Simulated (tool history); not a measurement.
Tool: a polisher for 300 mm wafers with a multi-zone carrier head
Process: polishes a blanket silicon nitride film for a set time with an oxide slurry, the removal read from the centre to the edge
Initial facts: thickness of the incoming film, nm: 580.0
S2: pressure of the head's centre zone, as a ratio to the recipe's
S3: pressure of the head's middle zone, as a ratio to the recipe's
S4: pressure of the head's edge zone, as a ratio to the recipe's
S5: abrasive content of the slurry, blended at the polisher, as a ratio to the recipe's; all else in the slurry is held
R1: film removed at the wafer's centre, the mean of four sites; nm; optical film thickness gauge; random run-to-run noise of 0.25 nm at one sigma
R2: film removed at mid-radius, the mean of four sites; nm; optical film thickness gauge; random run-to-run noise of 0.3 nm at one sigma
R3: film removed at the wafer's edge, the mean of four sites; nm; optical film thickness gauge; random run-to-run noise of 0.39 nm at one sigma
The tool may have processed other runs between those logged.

Run 1, day 0: flow of slurry (ml/min) 170, S2 1, S3 1, S4 1, S5 1, polishing time (s) 43. Result: R1 30.75 nm, R2 30.438 nm, R3 30.807 nm.
Run 2, day 0.171: flow of slurry (ml/min) 170, S2 0.97, S3 1, S4 1, S5 1, polishing time (s) 43. Result: R1 29.463 nm, R2 31.329 nm, R3 31.206 nm.
Run 3, day 0.467: flow of slurry (ml/min) 170, S2 0.97, S3 0.96, S4 1, S5 1, polishing time (s) 43. Result: R1 29.732 nm, R2 29.848 nm, R3 31.137 nm.
Run 4, day 0.504: flow of slurry (ml/min) 165, S2 0.95, S3 0.94, S4 0.99, S5 0.95, polishing time (s) 43. Result: R1 27.985 nm, R2 27.958 nm, R3 29.912 nm.
Run 5, day 0.729: flow of slurry (ml/min) 155, S2 0.93, S3 0.93, S4 0.98, S5 0.95, polishing time (s) 43. Result: R1 27.057 nm, R2 27.907 nm, R3 30.29 nm.
Run 6, day 0.833: flow of slurry (ml/min) 155, S2 0.92, S3 0.92, S4 0.97, S5 0.9, polishing time (s) 43. Result: R1 26.207 nm, R2 27.242 nm, R3 28.414 nm.

What will run 7 give?
At day 1.204: edge zone pressure recalibrated.
Run 7, day 1.204: flow of slurry (ml/min) 150, S2 0.91, S3 0.9, S4 0.97, S5 0.9, polishing time (s) 43. Result: R1 ?, R2 ?, R3 ?.

R1: 25.229 nm
R2: 25.917 nm
R3: 27.103 nm

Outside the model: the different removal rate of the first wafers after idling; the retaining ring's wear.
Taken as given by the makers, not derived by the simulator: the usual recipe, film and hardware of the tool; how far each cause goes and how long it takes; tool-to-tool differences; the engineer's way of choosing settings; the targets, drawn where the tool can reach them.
